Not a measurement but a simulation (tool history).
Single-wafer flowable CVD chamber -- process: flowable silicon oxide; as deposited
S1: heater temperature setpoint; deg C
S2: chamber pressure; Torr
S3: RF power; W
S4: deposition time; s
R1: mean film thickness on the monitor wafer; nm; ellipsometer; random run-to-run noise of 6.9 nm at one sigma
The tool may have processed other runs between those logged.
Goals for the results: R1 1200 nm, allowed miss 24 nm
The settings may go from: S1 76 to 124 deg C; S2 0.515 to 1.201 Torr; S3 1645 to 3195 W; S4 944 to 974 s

run	hour	S1	S2	S3	S4	R1
1	0	100	0.858	2420	944	638.39
2	1.8	95	0.859	2420	944	735.55
3	7.9	95	0.727	2420	944	624.04
4	9.9	90	0.739	2420	944	727.27
5	19.1	86	0.756	2425	944	847.9
6	25.3	86	0.756	2295	944	832.23
7	33.4	76	0.785	2300	944	1124.6
8	35.7	76	0.798	2305	944	1134.5

Pick the move, out of 4, that brings all results within their allowed miss; only one does.
A	38	76	0.819	2220	974	?
B	38	83	0.933	2250	959	?
C	38	79	0.936	2390	958	?
D	38	77	0.866	2265	974	?

move	R1
A	1199.7
B	1116.8
C	1259
D	1242.4
A: all results land within tolerance of their targets
B: the biggest miss grows against the last run
C: moves the result that the last run missed by most past its target, out the other side
D: moves the result that the last run missed by most past its target, out the other side
A meets every target.
